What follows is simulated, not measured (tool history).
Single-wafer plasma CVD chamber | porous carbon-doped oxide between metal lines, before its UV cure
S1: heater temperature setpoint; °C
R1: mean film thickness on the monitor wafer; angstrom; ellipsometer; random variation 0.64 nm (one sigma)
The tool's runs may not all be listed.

{"run": 1, "hour": 0.0, "S1": 285, "RF power (kW)": 0.49, "deposition time (s)": 33.7, "R1": 1660.3}
{"run": 2, "hour": 1.7, "S1": 292, "RF power (kW)": 0.46, "deposition time (s)": 33.5, "R1": 1500.9}
{"run": 3, "hour": 4.7, "S1": 292, "RF power (kW)": 0.515, "deposition time (s)": 33.5, "R1": 1624.6}
{"run": 4, "hour": 8.7, "S1": 297, "RF power (kW)": 0.485, "deposition time (s)": 33.4, "R1": 1520.5}
{"run": 5, "hour": 11.0, "S1": 300, "RF power (kW)": 0.455, "deposition time (s)": 33.3, "R1": 1390.2}
{"run": 6, "hour": 13.1, "S1": 303, "RF power (kW)": 0.45, "deposition time (s)": 33.3, "R1": 1358}
{"run": 7, "hour": 19.8, "S1": 305, "RF power (kW)": 0.445, "deposition time (s)": 33.3, "R1": 1331.8}
{"run": 8, "hour": 27.6, "S1": 306, "RF power (kW)": 0.44, "deposition time (s)": 33.3, "R1": 1306.8}

Forecast run 9:
{"hour": 30.8, "done": "RF generator calibrated"}
{"run": 9, "hour": 30.8, "S1": 306, "RF power (kW)": 0.44, "deposition time (s)": 33.3, "R1": "?"}

R1: 1368.6 angstrom
